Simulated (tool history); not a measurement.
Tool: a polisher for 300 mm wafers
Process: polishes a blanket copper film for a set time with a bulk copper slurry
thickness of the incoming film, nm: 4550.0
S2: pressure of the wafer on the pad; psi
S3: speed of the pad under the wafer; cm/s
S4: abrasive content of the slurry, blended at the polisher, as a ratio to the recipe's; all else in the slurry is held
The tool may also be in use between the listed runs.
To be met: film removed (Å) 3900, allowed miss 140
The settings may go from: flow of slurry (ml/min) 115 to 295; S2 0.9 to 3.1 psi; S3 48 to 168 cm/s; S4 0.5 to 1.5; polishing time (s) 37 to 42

{"run": 1, "hour": 0.0, "flow of slurry (ml/min)": 190, "S2": 2, "S3": 108, "S4": 1, "polishing time (s)": 42, "film removed (Å)": 2752.1}
{"run": 2, "hour": 1.1, "flow of slurry (ml/min)": 190, "S2": 2, "S3": 90, "S4": 1, "polishing time (s)": 42, "film removed (Å)": 2348}
{"run": 3, "hour": 4.0, "flow of slurry (ml/min)": 190, "S2": 2, "S3": 108, "S4": 1, "polishing time (s)": 42, "film removed (Å)": 2788.3}
{"run": 4, "hour": 9.2, "flow of slurry (ml/min)": 195, "S2": 2.2, "S3": 108, "S4": 1, "polishing time (s)": 42, "film removed (Å)": 3059.7}
{"run": 5, "hour": 13.2, "flow of slurry (ml/min)": 165, "S2": 2.2, "S3": 108, "S4": 1, "polishing time (s)": 42, "film removed (Å)": 3040.7}
{"run": 6, "hour": 15.0, "flow of slurry (ml/min)": 165, "S2": 2.4, "S3": 108, "S4": 1, "polishing time (s)": 42, "film removed (Å)": 3292.4}
{"run": 7, "hour": 18.6, "flow of slurry (ml/min)": 165, "S2": 2.5, "S3": 108, "S4": 1, "polishing time (s)": 42, "film removed (Å)": 3406.5}
{"run": 8, "hour": 27.2, "flow of slurry (ml/min)": 165, "S2": 2.6, "S3": 108, "S4": 1, "polishing time (s)": 42, "film removed (Å)": 3508.2}
{"run": 9, "hour": 32.7, "flow of slurry (ml/min)": 165, "S2": 2.7, "S3": 108, "S4": 1, "polishing time (s)": 42, "film removed (Å)": 3657.7}

Which of these 4 next moves meets every target?
{"run": "A", "hour": 38.2, "flow of slurry (ml/min)": 120, "S2": 3, "S3": 118, "S4": 0.9, "polishing time (s)": 40, "film removed (Å)": "?"}
{"run": "B", "hour": 38.2, "flow of slurry (ml/min)": 155, "S2": 2.7, "S3": 110, "S4": 0.85, "polishing time (s)": 42, "film removed (Å)": "?"}
{"run": "C", "hour": 38.2, "flow of slurry (ml/min)": 160, "S2": 3.1, "S3": 92, "S4": 1, "polishing time (s)": 41, "film removed (Å)": "?"}
{"run": "D", "hour": 38.2, "flow of slurry (ml/min)": 200, "S2": 2.9, "S3": 104, "S4": 1.05, "polishing time (s)": 37, "film removed (Å)": "?"}

move=A film_removed_(Å)=3917.9
move=B film_removed_(Å)=3564.5
move=C film_removed_(Å)=3480.9
move=D film_removed_(Å)=3444.7
A: meets every target
B: further off than the last run
C: further off than the last run
D: further off than the last run
Answer: A
